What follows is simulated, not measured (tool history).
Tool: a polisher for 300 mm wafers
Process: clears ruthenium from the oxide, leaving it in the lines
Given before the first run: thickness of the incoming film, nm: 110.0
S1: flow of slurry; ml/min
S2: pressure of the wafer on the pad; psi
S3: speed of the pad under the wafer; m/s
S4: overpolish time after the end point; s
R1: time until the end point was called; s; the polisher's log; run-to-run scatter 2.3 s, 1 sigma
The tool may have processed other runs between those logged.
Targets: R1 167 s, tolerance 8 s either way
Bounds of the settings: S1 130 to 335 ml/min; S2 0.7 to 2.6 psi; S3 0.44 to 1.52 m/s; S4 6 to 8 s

Run 1, day 0: S1 215 ml/min, S2 1.6 psi, S3 0.98 m/s, S4 8 s. Result: R1 100.98 s.
Run 2, day 0.192: S1 215 ml/min, S2 1.6 psi, S3 1.12 m/s, S4 8 s. Result: R1 91.765 s.
Run 3, day 0.233: S1 175 ml/min, S2 1.6 psi, S3 1.12 m/s, S4 8 s. Result: R1 90.934 s.
Run 4, day 0.471: S1 175 ml/min, S2 1.6 psi, S3 1.22 m/s, S4 8 s. Result: R1 85.566 s.
Run 5, day 0.804: S1 175 ml/min, S2 1.2 psi, S3 1.22 m/s, S4 8 s. Result: R1 113.77 s.
Run 6, day 1.154: S1 175 ml/min, S2 1.1 psi, S3 1.22 m/s, S4 8 s. Result: R1 122.08 s.
Run 7, day 1.35: S1 175 ml/min, S2 1 psi, S3 1.22 m/s, S4 8 s. Result: R1 133.31 s.
Run 8, day 1.425: S1 175 ml/min, S2 1 psi, S3 1.22 m/s, S4 8 s. Result: R1 135.82 s.
Run 9, day 1.45: S1 175 ml/min, S2 0.9 psi, S3 1.22 m/s, S4 8 s. Result: R1 147.78 s.

Consider the 5 candidate settings below. Which is the only one whose results all fall within their allowed miss of target?
Run A, day 1.475: S1 160 ml/min, S2 0.8 psi, S3 1.1 m/s, S4 6 s. Result: R1 ?.
Run B, day 1.475: S1 165 ml/min, S2 1 psi, S3 1.36 m/s, S4 8 s. Result: R1 ?.
Run C, day 1.475: S1 145 ml/min, S2 1 psi, S3 1.2 m/s, S4 8 s. Result: R1 ?.
Run D, day 1.475: S1 295 ml/min, S2 0.9 psi, S3 1.22 m/s, S4 7 s. Result: R1 ?.
Run E, day 1.475: S1 195 ml/min, S2 0.8 psi, S3 1.22 m/s, S4 7 s. Result: R1 ?.

move      R1
   A  184.44
   B  120.67
   C  139.95
   D  137.07
   E  161.15
A: takes the result that was furthest off past its target
B: lands further from the targets than the last run did
C: lands further from the targets than the last run did
D: lands further from the targets than the last run did
E: every result within its allowed miss
Move E is the one to make.

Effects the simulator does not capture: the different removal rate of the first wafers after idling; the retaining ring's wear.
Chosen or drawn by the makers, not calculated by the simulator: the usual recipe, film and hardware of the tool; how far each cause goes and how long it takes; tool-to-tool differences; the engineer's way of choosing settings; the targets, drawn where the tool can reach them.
